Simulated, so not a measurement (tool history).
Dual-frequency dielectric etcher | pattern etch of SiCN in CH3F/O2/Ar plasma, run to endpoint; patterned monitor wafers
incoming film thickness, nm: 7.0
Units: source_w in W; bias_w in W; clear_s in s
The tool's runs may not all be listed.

Run 1, hour 0: source_w 280 W, bias_w 103 W. Result: clear_s 18.128 s.
Run 2, hour 7.3: source_w 240 W, bias_w 103 W. Result: clear_s 19.841 s.
Run 3, hour 10.6: source_w 240 W, bias_w 96 W. Result: clear_s 20.599 s.
Run 4, hour 13.2: source_w 240 W, bias_w 89 W. Result: clear_s 21.57 s.
Run 5, hour 16.1: source_w 260 W, bias_w 89 W. Result: clear_s 20.636 s.
Run 6, hour 21.6: source_w 290 W, bias_w 95 W. Result: clear_s 18.524 s.

The next listed run, before its measurement:
Run 7, hour 29.5: source_w 320 W, bias_w 97 W. Result: clear_s ?.

Run 7 gave clear_s 17.46 s.
